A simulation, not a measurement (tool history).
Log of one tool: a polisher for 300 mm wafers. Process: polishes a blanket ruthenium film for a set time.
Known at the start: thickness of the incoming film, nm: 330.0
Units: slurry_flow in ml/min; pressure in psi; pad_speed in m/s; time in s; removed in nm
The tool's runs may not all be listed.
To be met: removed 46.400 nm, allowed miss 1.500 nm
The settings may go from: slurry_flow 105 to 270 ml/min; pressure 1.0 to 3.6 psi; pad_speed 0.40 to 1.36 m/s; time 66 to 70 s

Run 1, day 0.000: slurry_flow 175 ml/min, pressure 2.3 psi, pad_speed 0.88 m/s, time 66 s. Result: removed 56.803 nm.
Run 2, day 0.083: slurry_flow 165 ml/min, pressure 2.0 psi, pad_speed 0.88 m/s, time 66 s. Result: removed 52.787 nm.
Run 3, day 0.346: slurry_flow 165 ml/min, pressure 1.8 psi, pad_speed 0.88 m/s, time 66 s. Result: removed 48.488 nm.
Run 4, day 0.646: slurry_flow 165 ml/min, pressure 1.8 psi, pad_speed 0.88 m/s, time 66 s. Result: removed 49.065 nm.
Run 5, day 1.000: slurry_flow 165 ml/min, pressure 2.3 psi, pad_speed 0.88 m/s, time 66 s. Result: removed 56.692 nm.
Run 6, day 1.329: slurry_flow 165 ml/min, pressure 2.5 psi, pad_speed 0.88 m/s, time 66 s. Result: removed 59.766 nm.
Run 7, day 1.450: slurry_flow 165 ml/min, pressure 2.4 psi, pad_speed 0.88 m/s, time 66 s. Result: removed 58.157 nm.
Run 8, day 1.762: slurry_flow 165 ml/min, pressure 2.3 psi, pad_speed 0.88 m/s, time 66 s. Result: removed 56.555 nm.
Run 9, day 1.908: slurry_flow 165 ml/min, pressure 2.3 psi, pad_speed 0.88 m/s, time 66 s. Result: removed 56.161 nm.
Run 10, day 2.183: slurry_flow 150 ml/min, pressure 1.8 psi, pad_speed 0.88 m/s, time 66 s. Result: removed 48.893 nm.

Which of these 4 next moves meets every target?
Run A, day 2.458: slurry_flow 155 ml/min, pressure 1.7 psi, pad_speed 0.88 m/s, time 70 s. Result: removed ?.
Run B, day 2.458: slurry_flow 105 ml/min, pressure 1.8 psi, pad_speed 0.84 m/s, time 70 s. Result: removed ?.
Run C, day 2.458: slurry_flow 180 ml/min, pressure 2.1 psi, pad_speed 0.84 m/s, time 66 s. Result: removed ?.
Run D, day 2.458: slurry_flow 210 ml/min, pressure 1.3 psi, pad_speed 1.02 m/s, time 66 s. Result: removed ?.

move  removed
   A   50.550
   B   47.078
   C   52.614
   D   49.129
A: further off than the last run
B: meets every target
C: further off than the last run
D: further off than the last run
The right move is B.
